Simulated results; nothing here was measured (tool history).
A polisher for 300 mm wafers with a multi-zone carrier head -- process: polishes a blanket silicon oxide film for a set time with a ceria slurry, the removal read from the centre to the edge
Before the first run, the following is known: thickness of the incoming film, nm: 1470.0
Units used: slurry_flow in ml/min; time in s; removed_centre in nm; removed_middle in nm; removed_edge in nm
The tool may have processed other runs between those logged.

| run | hour | slurry_flow | centre_zone | middle_zone | edge_zone | time | removed_centre | removed_middle | removed_edge |
|---|---|---|---|---|---|---|---|---|---|
| 1 | 0.0 | 130 | 1.00 | 1.00 | 1.00 | 77 | 435.64 | 436.98 | 443.35 |
| 2 | 8.8 | 140 | 1.01 | 1.03 | 1.03 | 81 | 468.12 | 475.63 | 467.53 |
| 3 | 15.7 | 140 | 1.01 | 1.03 | 1.03 | 90 | 512.87 | 532.53 | 531.91 |
| 4 | 21.6 | 140 | 1.01 | 1.03 | 1.06 | 90 | 537.01 | 534.45 | 527.85 |
| 5 | 25.2 | 140 | 1.01 | 1.03 | 1.06 | 78 | 448.97 | 461.78 | 466.13 |
| 6 | 32.1 | 140 | 1.01 | 0.98 | 1.06 | 78 | 448.52 | 441.05 | 466.91 |

Predict the results of run 7:
| 7 | 36.5 | 145 | 1.01 | 1.01 | 1.07 | 82 | ? | ? | ? |

{"run 7": {"removed_centre": 483.27, "removed_middle": 482.15, "removed_edge": 491.03}}
